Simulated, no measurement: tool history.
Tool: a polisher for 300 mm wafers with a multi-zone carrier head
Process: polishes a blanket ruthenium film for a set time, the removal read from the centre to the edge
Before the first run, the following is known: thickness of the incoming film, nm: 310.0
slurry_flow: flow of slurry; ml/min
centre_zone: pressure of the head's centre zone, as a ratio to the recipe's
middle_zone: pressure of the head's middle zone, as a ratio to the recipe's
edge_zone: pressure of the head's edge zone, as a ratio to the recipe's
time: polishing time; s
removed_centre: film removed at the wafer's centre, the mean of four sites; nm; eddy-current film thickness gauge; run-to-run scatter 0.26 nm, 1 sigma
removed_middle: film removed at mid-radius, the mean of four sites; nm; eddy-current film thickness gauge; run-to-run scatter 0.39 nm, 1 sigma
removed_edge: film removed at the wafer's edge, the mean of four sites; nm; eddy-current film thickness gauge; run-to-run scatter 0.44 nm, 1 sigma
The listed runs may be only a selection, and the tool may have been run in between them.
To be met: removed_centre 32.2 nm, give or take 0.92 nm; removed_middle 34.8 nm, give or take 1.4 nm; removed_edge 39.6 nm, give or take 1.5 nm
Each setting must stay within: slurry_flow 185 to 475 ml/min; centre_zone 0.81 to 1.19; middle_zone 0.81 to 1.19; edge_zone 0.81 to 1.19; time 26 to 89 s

Run 1, hour 0: slurry_flow 305 ml/min, centre_zone 1, middle_zone 1, edge_zone 1, time 57 s. Result: removed_centre 65.311 nm, removed_middle 65.57 nm, removed_edge 65.645 nm.
Run 2, hour 4.4: slurry_flow 255 ml/min, centre_zone 1, middle_zone 1, edge_zone 1, time 57 s. Result: removed_centre 63.926 nm, removed_middle 65.309 nm, removed_edge 65.301 nm.
Run 3, hour 9.5: slurry_flow 250 ml/min, centre_zone 0.95, middle_zone 0.95, edge_zone 1, time 48 s. Result: removed_centre 51.348 nm, removed_middle 53.547 nm, removed_edge 55.388 nm.
Run 4, hour 14.3: slurry_flow 250 ml/min, centre_zone 0.95, middle_zone 0.95, edge_zone 1, time 39 s. Result: removed_centre 42.305 nm, removed_middle 43.633 nm, removed_edge 44.569 nm.
Run 5, hour 17.7: slurry_flow 250 ml/min, centre_zone 0.95, middle_zone 0.95, edge_zone 0.95, time 39 s. Result: removed_centre 41.291 nm, removed_middle 43.011 nm, removed_edge 43.496 nm.
Run 6, hour 26.1: slurry_flow 250 ml/min, centre_zone 0.95, middle_zone 0.91, edge_zone 0.95, time 39 s. Result: removed_centre 41.441 nm, removed_middle 41.712 nm, removed_edge 43.168 nm.
Run 7, hour 26.9: slurry_flow 240 ml/min, centre_zone 0.91, middle_zone 0.88, edge_zone 0.96, time 37 s. Result: removed_centre 38.142 nm, removed_middle 38.077 nm, removed_edge 41.489 nm.
Run 8, hour 34.5: slurry_flow 215 ml/min, centre_zone 0.81, middle_zone 0.88, edge_zone 1, time 33 s. Result: removed_centre 29.332 nm, removed_middle 33.179 nm, removed_edge 37.608 nm.
Run 9, hour 42: slurry_flow 235 ml/min, centre_zone 0.82, middle_zone 0.88, edge_zone 1.01, time 33 s. Result: removed_centre 30.209 nm, removed_middle 33.088 nm, removed_edge 37.923 nm.
Run 10, hour 47.3: slurry_flow 240 ml/min, centre_zone 0.83, middle_zone 0.89, edge_zone 1.02, time 33 s. Result: removed_centre 30.68 nm, removed_middle 33.837 nm, removed_edge 37.667 nm.
Run 11, hour 49.9: slurry_flow 230 ml/min, centre_zone 0.84, middle_zone 0.89, edge_zone 1.03, time 33 s. Result: removed_centre 30.949 nm, removed_middle 33.49 nm, removed_edge 37.889 nm.
Run 12, hour 58.6: slurry_flow 230 ml/min, centre_zone 0.84, middle_zone 0.89, edge_zone 1.04, time 33 s. Result: removed_centre 30.629 nm, removed_middle 33.898 nm, removed_edge 38.396 nm.

Pick the move, out of 4, that brings all results within their allowed miss; only one does.
Run A, hour 67.3: slurry_flow 185 ml/min, centre_zone 0.83, middle_zone 0.86, edge_zone 1.16, time 36 s. Result: removed_centre ?, removed_middle ?, removed_edge ?.
Run B, hour 67.3: slurry_flow 205 ml/min, centre_zone 0.81, middle_zone 1, edge_zone 1.11, time 33 s. Result: removed_centre ?, removed_middle ?, removed_edge ?.
Run C, hour 67.3: slurry_flow 270 ml/min, centre_zone 0.83, middle_zone 0.87, edge_zone 1.02, time 34 s. Result: removed_centre ?, removed_middle ?, removed_edge ?.
Run D, hour 67.3: slurry_flow 220 ml/min, centre_zone 0.82, middle_zone 0.9, edge_zone 1.07, time 34 s. Result: removed_centre ?, removed_middle ?, removed_edge ?.

move  removed_centre  removed_middle  removed_edge
   A          32.398          35.818        43.085
   B          29.355           37.59        38.848
   C          31.878           35.43        39.197
   D          30.841          35.744        39.552
A: the furthest-off result lands on target, but another misses its tolerance
B: its largest miss is bigger than the last run's
C: meets every target
D: gains on the last run, yet a result remains outside its allowed miss
Correct choice: C, which meets every target

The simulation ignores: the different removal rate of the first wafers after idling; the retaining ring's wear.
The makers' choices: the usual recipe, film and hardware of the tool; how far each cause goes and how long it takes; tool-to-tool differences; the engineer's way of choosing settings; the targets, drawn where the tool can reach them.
